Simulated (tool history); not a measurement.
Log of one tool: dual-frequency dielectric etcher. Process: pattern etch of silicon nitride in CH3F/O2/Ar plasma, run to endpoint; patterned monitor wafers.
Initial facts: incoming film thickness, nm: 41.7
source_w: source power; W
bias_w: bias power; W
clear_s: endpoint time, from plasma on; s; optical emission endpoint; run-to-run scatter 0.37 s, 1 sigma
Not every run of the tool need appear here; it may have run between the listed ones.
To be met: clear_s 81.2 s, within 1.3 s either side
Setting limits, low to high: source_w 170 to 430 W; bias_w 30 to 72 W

run,hour,source_w,bias_w,clear_s
1,0,300,51,68.653
2,6,320,51,66.857
3,8.7,270,51,72.182
4,15.3,270,42,74.699
5,21,250,42,78.167
6,30,200,42,88.401
7,33.2,210,42,85.968
8,41.7,210,42,86.272
9,46.5,220,42,83.715

Below are 5 possible settings for the next run. Only one of them brings all results inside the allowed miss of their targets. Which is it?
A,51.3,190,47,?
B,51.3,230,32,?
C,51.3,200,45,?
D,51.3,230,43,?
E,51.3,220,41,?

move,clear_s
A,89.002
B,85.544
C,87.07
D,81.167
E,83.96
A: its largest miss is bigger than the last run's
B: its largest miss is bigger than the last run's
C: its largest miss is bigger than the last run's
D: all results in spec
E: its largest miss is bigger than the last run's
Answer: D

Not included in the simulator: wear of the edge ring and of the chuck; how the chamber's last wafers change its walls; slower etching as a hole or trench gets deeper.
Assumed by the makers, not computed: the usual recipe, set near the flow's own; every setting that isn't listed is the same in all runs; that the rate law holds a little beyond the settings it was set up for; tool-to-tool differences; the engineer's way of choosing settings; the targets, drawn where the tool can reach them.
